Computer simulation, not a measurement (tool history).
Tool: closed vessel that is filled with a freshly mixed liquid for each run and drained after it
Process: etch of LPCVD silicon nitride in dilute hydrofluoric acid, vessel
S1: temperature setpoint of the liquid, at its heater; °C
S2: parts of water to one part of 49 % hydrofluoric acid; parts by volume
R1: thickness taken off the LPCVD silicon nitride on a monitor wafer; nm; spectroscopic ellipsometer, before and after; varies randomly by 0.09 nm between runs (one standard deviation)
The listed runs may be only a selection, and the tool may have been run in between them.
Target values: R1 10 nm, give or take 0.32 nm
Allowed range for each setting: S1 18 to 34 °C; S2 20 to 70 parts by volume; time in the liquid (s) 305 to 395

Run 1, hour 0: S1 26 °C, S2 40 parts by volume, time in the liquid (s) 395. Result: R1 5.6996 nm.
Run 2, hour 9: S1 26 °C, S2 40 parts by volume, time in the liquid (s) 395. Result: R1 5.6331 nm.
Run 3, hour 10.9: S1 29.5 °C, S2 40 parts by volume, time in the liquid (s) 395. Result: R1 7.2043 nm.
Run 4, hour 18.5: S1 29.5 °C, S2 40 parts by volume, time in the liquid (s) 305. Result: R1 5.4918 nm.
Run 5, hour 21.8: S1 29.5 °C, S2 40 parts by volume, time in the liquid (s) 305. Result: R1 5.5594 nm.
Run 6, hour 25.8: S1 30.5 °C, S2 35 parts by volume, time in the liquid (s) 305. Result: R1 6.7041 nm.
Run 7, hour 29.8: S1 31 °C, S2 35 parts by volume, time in the liquid (s) 305. Result: R1 6.9236 nm.
Run 8, hour 37.4: S1 31.5 °C, S2 35 parts by volume, time in the liquid (s) 305. Result: R1 7.0323 nm.
Run 9, hour 45.5: S1 32 °C, S2 35 parts by volume, time in the liquid (s) 305. Result: R1 7.4482 nm.
Run 10, hour 48.2: S1 32.5 °C, S2 35 parts by volume, time in the liquid (s) 305. Result: R1 7.7716 nm.
Run 11, hour 56.4: S1 33 °C, S2 35 parts by volume, time in the liquid (s) 305. Result: R1 7.8912 nm.
Run 12, hour 62.9: S1 33.5 °C, S2 30 parts by volume, time in the liquid (s) 305. Result: R1 9.5732 nm.

5 candidate next runs follow, results not yet known. Just one meets every target within its allowed miss. Identify it.
Run A, hour 69.4: S1 32 °C, S2 30 parts by volume, time in the liquid (s) 325. Result: R1 ?.
Run B, hour 69.4: S1 34 °C, S2 35 parts by volume, time in the liquid (s) 365. Result: R1 ?.
Run C, hour 69.4: S1 34 °C, S2 35 parts by volume, time in the liquid (s) 340. Result: R1 ?.
Run D, hour 69.4: S1 33 °C, S2 30 parts by volume, time in the liquid (s) 305. Result: R1 ?.
Run E, hour 69.4: S1 32.5 °C, S2 30 parts by volume, time in the liquid (s) 325. Result: R1 ?.

move      R1
   A   9.253
   B   10.15
   C  9.4548
   D  9.2587
   E   9.555
A: its largest miss is bigger than the last run's
B: each result inside its tolerance
C: its largest miss is bigger than the last run's
D: its largest miss is bigger than the last run's
E: no better and no worse than the last run
Move B is the one to make.
